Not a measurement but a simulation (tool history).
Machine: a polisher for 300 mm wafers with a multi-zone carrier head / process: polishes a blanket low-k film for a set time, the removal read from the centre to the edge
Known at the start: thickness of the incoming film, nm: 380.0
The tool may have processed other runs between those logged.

run  hour  flow of slurry (ml/min)  pressure of the head's centre zone  pressure of the head's middle zone  pressure of the head's edge zone  abrasive content of the slurry  polishing time (s)  film removed at the wafer's centre (angstrom)  film removed at mid-radius (angstrom)  film removed at the wafer's edge (angstrom)
  1     0                      275                                   1                                   1                                 1                               1                  45                                         154.17                                 152.95                                       158.69
  2   6.2                      275                                1.01                                   1                              0.96                            0.85                  44                                         143.85                                 141.22                                       143.23
  3  14.6                      275                                1.01                                   1                              0.96                            0.85                  48                                         155.13                                 154.89                                       156.94
  4  17.9                      275                                1.01                                   1                              0.96                               1                  48                                         164.83                                 164.06                                       166.38
  5  24.8                      275                                1.01                                   1                              0.96                            0.85                  48                                         157.02                                  153.2                                       157.19
  6  32.8                      275                                1.01                                   1                              0.92                            0.85                  48                                          150.7                                 155.43                                       154.63
  7  40.2                      275                                1.03                                   1                               0.9                            0.75                  46                                         143.98                                 136.23                                       134.61
  8  46.7                      270                                1.02                                0.99                              0.87                             0.7                  46                                         135.62                                 132.08                                        133.5
  9  47.8                      280                                1.08                                1.03                              0.87                             0.5                  40                                         108.18                                 100.56                                       97.421
 10  55.1                      280                                1.07                                1.03                              0.89                            0.55                  40                                         111.34                                 109.77                                       103.15

Estimate the outcome of run 11 from the log above:
 11    63                      285                                1.07                                1.02                              0.91                            0.55                  40                                              ?                                      ?                                            ?

Run 11 produced film removed at the wafer's centre (angstrom) 112.85, film removed at mid-radius (angstrom) 108.83, film removed at the wafer's edge (angstrom) 104.01.
